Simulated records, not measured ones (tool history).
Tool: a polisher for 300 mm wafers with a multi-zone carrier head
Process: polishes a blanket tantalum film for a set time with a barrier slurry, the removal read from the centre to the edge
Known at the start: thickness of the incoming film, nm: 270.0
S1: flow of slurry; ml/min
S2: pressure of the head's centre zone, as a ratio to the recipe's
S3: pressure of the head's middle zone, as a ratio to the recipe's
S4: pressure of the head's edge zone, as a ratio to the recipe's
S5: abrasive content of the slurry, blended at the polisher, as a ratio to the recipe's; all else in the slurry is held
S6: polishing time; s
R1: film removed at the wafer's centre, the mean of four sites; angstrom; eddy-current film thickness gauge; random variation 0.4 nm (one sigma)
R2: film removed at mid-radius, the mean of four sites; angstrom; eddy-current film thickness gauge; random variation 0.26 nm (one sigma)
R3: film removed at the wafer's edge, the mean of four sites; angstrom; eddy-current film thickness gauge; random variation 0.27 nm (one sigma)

run	day	S1	S2	S3	S4	S5	S6	R1	R2	R3
1	0.000	125	1.00	1.00	1.00	1.00	30	407.32	403.76	426.73
2	0.208	125	1.00	1.00	1.00	1.00	23	315.61	302.65	323.99
3	0.354	120	1.01	1.00	0.97	0.95	23	303.63	301.13	317.10
4	0.417	120	1.01	1.08	0.97	0.95	23	313.10	320.58	308.47
5	0.488	120	1.01	1.03	0.97	0.95	23	303.20	307.29	315.37
6	0.608	125	1.04	1.04	0.97	0.90	22	294.34	297.21	294.09
7	0.950	125	1.06	1.03	0.97	0.90	22	311.58	292.02	292.41
8	1.179	120	1.07	1.03	0.96	0.90	22	309.20	292.99	293.72
9	1.292	120	1.07	1.03	0.96	0.90	22	307.12	289.60	294.39

Run 10 comes next. What will it give?
10	1.550	120	1.08	1.03	0.95	0.85	22	?	?	?

R1: 303.85 angstrom
R2: 283.77 angstrom
R3: 289.72 angstrom

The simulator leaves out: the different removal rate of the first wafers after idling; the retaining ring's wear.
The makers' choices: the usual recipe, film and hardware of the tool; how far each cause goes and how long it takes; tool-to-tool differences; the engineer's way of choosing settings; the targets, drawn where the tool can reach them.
